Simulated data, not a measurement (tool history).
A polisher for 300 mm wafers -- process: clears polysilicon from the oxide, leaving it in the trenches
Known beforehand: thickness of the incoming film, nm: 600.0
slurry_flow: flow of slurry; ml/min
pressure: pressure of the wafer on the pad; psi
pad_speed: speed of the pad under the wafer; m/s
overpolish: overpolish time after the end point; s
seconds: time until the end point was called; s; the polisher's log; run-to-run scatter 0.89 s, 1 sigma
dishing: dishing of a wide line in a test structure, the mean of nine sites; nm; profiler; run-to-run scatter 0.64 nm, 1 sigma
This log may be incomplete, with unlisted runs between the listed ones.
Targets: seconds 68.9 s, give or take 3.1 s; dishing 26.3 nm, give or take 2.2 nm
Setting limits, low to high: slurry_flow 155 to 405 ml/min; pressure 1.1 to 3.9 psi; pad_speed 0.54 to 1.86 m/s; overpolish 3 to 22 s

{"run": 1, "day": 0.0, "slurry_flow": 260, "pressure": 2.5, "pad_speed": 1.18, "overpolish": 11, "seconds": 37.469, "dishing": 30.483}
{"run": 2, "day": 0.075, "slurry_flow": 260, "pressure": 2.3, "pad_speed": 1.16, "overpolish": 10, "seconds": 41.914, "dishing": 29.893}
{"run": 3, "day": 0.442, "slurry_flow": 260, "pressure": 2.1, "pad_speed": 1.16, "overpolish": 9, "seconds": 46.207, "dishing": 29.176}
{"run": 4, "day": 0.492, "slurry_flow": 260, "pressure": 2.1, "pad_speed": 1.16, "overpolish": 13, "seconds": 46.114, "dishing": 30.251}
{"run": 5, "day": 0.817, "slurry_flow": 260, "pressure": 2.1, "pad_speed": 1.16, "overpolish": 9, "seconds": 45.038, "dishing": 30.14}
{"run": 6, "day": 1.183, "slurry_flow": 260, "pressure": 1.8, "pad_speed": 1.16, "overpolish": 9, "seconds": 53.018, "dishing": 28.305}
{"run": 7, "day": 1.283, "slurry_flow": 260, "pressure": 1.7, "pad_speed": 1.16, "overpolish": 9, "seconds": 56.308, "dishing": 28.665}
{"run": 8, "day": 1.567, "slurry_flow": 260, "pressure": 1.6, "pad_speed": 1.16, "overpolish": 8, "seconds": 60.682, "dishing": 28.302}
{"run": 9, "day": 1.733, "slurry_flow": 260, "pressure": 1.6, "pad_speed": 1.16, "overpolish": 7, "seconds": 61.069, "dishing": 26.228}
{"run": 10, "day": 1.938, "slurry_flow": 260, "pressure": 1.5, "pad_speed": 1.16, "overpolish": 8, "seconds": 62.541, "dishing": 27.235}

Exactly one of the 4 candidate moves below puts every result within its allowed miss. Which one?
{"run": "A", "day": 2.142, "slurry_flow": 260, "pressure": 2, "pad_speed": 1.02, "overpolish": 13, "seconds": "?", "dishing": "?"}
{"run": "B", "day": 2.142, "slurry_flow": 245, "pressure": 1.7, "pad_speed": 1.12, "overpolish": 9, "seconds": "?", "dishing": "?"}
{"run": "C", "day": 2.142, "slurry_flow": 260, "pressure": 1.1, "pad_speed": 1.46, "overpolish": 7, "seconds": "?", "dishing": "?"}
{"run": "D", "day": 2.142, "slurry_flow": 340, "pressure": 1.5, "pad_speed": 1.24, "overpolish": 8, "seconds": "?", "dishing": "?"}

move=A seconds=53.365 dishing=30.257
move=B seconds=57.758 dishing=29.07
move=C seconds=68.002 dishing=26.444
move=D seconds=57.424 dishing=28.518
A: the biggest miss grows against the last run
B: the biggest miss grows against the last run
C: every result lands within tolerance
D: the biggest miss grows against the last run
The move that meets every target is C.
